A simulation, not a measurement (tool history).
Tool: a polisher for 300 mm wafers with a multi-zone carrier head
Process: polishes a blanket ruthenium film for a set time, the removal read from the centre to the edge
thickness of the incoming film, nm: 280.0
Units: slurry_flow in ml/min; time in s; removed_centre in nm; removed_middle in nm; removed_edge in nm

| run | hour | slurry_flow | centre_zone | middle_zone | edge_zone | time | removed_centre | removed_middle | removed_edge |
|---|---|---|---|---|---|---|---|---|---|
| 1 | 0 | 210 | 1 | 1 | 1 | 65 | 95.2 | 102.19 | 99.496 |
| 2 | 2.7 | 215 | 1.03 | 1 | 1.02 | 67 | 104.25 | 104.76 | 102.65 |
| 3 | 4.6 | 215 | 1.03 | 1 | 0.94 | 67 | 103.78 | 102.47 | 100.62 |
| 4 | 6.5 | 215 | 1.03 | 1 | 0.94 | 61 | 93.024 | 94.044 | 91.135 |
| 5 | 15.4 | 180 | 1.03 | 1 | 0.94 | 61 | 91.375 | 92.042 | 86.688 |
| 6 | 18.1 | 200 | 1.04 | 1 | 0.97 | 64 | 99.004 | 96.881 | 95.076 |
| 7 | 24.7 | 220 | 1.05 | 1.01 | 0.99 | 66 | 106.06 | 105.19 | 99.199 |
| 8 | 33.1 | 230 | 1.05 | 1 | 1 | 68 | 107.36 | 106.69 | 105.6 |

The next listed run, before its measurement:
| 9 | 34.6 | 240 | 1.07 | 1 | 1.01 | 69 | ? | ? | ? |

Run 9 gave removed_centre 113.29 nm, removed_middle 107.59 nm, removed_edge 104.17 nm.
